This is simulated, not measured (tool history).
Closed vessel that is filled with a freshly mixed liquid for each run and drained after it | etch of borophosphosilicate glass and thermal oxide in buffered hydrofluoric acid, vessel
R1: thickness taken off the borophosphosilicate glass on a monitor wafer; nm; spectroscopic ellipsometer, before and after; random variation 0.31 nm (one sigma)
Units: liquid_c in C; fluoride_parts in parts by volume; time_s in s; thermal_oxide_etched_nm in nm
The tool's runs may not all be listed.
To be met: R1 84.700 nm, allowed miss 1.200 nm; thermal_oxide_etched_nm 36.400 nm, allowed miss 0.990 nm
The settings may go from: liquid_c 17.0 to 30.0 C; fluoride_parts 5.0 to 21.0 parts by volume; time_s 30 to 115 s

{"run": 1, "day": 0.0, "liquid_c": 22.0, "fluoride_parts": 13.0, "time_s": 60, "R1": 114.36, "thermal_oxide_etched_nm": 48.695}
{"run": 2, "day": 0.271, "liquid_c": 22.0, "fluoride_parts": 16.0, "time_s": 60, "R1": 92.28, "thermal_oxide_etched_nm": 40.31}
{"run": 3, "day": 0.375, "liquid_c": 23.5, "fluoride_parts": 16.0, "time_s": 60, "R1": 101.12, "thermal_oxide_etched_nm": 43.317}
{"run": 4, "day": 0.575, "liquid_c": 23.0, "fluoride_parts": 16.0, "time_s": 60, "R1": 97.791, "thermal_oxide_etched_nm": 42.288}
{"run": 5, "day": 0.946, "liquid_c": 22.5, "fluoride_parts": 16.0, "time_s": 60, "R1": 95.88, "thermal_oxide_etched_nm": 40.965}
{"run": 6, "day": 1.038, "liquid_c": 22.0, "fluoride_parts": 16.0, "time_s": 60, "R1": 92.962, "thermal_oxide_etched_nm": 40.097}
{"run": 7, "day": 1.175, "liquid_c": 21.5, "fluoride_parts": 16.0, "time_s": 60, "R1": 89.549, "thermal_oxide_etched_nm": 38.707}
{"run": 8, "day": 1.492, "liquid_c": 21.0, "fluoride_parts": 16.0, "time_s": 60, "R1": 87.819, "thermal_oxide_etched_nm": 38.315}

Which of these 4 next moves meets every target?
{"run": "A", "day": 1.808, "liquid_c": 17.0, "fluoride_parts": 15.5, "time_s": 75, "R1": "?", "thermal_oxide_etched_nm": "?"}
{"run": "B", "day": 1.808, "liquid_c": 22.5, "fluoride_parts": 16.5, "time_s": 55, "R1": "?", "thermal_oxide_etched_nm": "?"}
{"run": "C", "day": 1.808, "liquid_c": 17.0, "fluoride_parts": 17.5, "time_s": 85, "R1": "?", "thermal_oxide_etched_nm": "?"}
{"run": "D", "day": 1.808, "liquid_c": 28.0, "fluoride_parts": 11.0, "time_s": 30, "R1": "?", "thermal_oxide_etched_nm": "?"}

move=A R1=90.766 thermal_oxide_etched_nm=39.374
move=B R1=84.918 thermal_oxide_etched_nm=36.980
move=C R1=91.211 thermal_oxide_etched_nm=39.590
move=D R1=92.727 thermal_oxide_etched_nm=40.420
A: further off than the last run
B: meets every target
C: further off than the last run
D: further off than the last run
Answer: B

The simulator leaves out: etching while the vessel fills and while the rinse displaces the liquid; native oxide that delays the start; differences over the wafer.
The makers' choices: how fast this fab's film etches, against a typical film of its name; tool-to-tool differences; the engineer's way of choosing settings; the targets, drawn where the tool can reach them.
